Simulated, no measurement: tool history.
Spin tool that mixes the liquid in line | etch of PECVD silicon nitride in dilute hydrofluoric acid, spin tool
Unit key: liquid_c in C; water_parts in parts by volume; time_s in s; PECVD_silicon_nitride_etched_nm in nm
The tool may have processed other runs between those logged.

run  hour  liquid_c  water_parts  time_s  PECVD_silicon_nitride_etched_nm
  1     0        25          155     100                           3.8458
  2   0.5      23.5          165     100                           3.3238
  3   8.5      23.5          200     100                           2.7379
  4  16.4      23.5          200     100                           2.7613
  5  20.9        22          200     100                           2.5075
  6  25.2        22          250     100                           2.0306

What will run 7 give?
  7  30.5      21.5          250     100                                ?

PECVD_silicon_nitride_etched_nm: 1.9445 nm
